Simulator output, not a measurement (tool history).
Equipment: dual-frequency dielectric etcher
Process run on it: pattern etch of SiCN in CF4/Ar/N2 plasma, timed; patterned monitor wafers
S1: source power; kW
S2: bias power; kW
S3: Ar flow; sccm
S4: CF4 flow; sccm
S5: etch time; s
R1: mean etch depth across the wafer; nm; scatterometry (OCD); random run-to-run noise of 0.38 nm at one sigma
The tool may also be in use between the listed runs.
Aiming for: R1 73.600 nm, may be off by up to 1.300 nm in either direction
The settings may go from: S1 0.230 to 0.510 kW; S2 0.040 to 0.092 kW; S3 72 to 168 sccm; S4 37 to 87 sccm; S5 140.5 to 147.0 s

run 1 hour=0.0 | S1=0.370 S2=0.066 S3=120 S4=62 S5=140.5 | R1=93.975
run 2 hour=3.5 | S1=0.370 S2=0.066 S3=120 S4=70 S5=140.5 | R1=95.728
run 3 hour=11.0 | S1=0.350 S2=0.066 S3=120 S4=70 S5=140.5 | R1=89.754
run 4 hour=19.0 | S1=0.330 S2=0.066 S3=120 S4=70 S5=140.5 | R1=84.889
run 5 hour=27.0 | S1=0.330 S2=0.066 S3=120 S4=81 S5=140.5 | R1=87.042
run 6 hour=28.9 | S1=0.320 S2=0.066 S3=120 S4=81 S5=140.5 | R1=84.552
run 7 hour=33.6 | S1=0.310 S2=0.066 S3=120 S4=81 S5=140.5 | R1=80.573
run 8 hour=37.4 | S1=0.270 S2=0.066 S3=120 S4=81 S5=140.5 | R1=68.900

Next run, 4 choices. One meets every target within its allowed miss, the rest don't. Which?
run A hour=41.2 | S1=0.290 S2=0.056 S3=122 S4=83 S5=147.0 | R1=?
run B hour=41.2 | S1=0.250 S2=0.075 S3=122 S4=77 S5=146.0 | R1=?
run C hour=41.2 | S1=0.270 S2=0.067 S3=121 S4=81 S5=141.5 | R1=?
run D hour=41.2 | S1=0.290 S2=0.057 S3=119 S4=81 S5=142.5 | R1=?

move=A R1=73.300
move=B R1=69.384
move=C R1=70.348
move=D R1=71.546
A: hits every target within its allowed miss
B: nearer the targets than the last run, but a result is still out of spec
C: nearer the targets than the last run, but a result is still out of spec
D: nearer the targets than the last run, but a result is still out of spec
A is the move that brings every result within its allowed miss.

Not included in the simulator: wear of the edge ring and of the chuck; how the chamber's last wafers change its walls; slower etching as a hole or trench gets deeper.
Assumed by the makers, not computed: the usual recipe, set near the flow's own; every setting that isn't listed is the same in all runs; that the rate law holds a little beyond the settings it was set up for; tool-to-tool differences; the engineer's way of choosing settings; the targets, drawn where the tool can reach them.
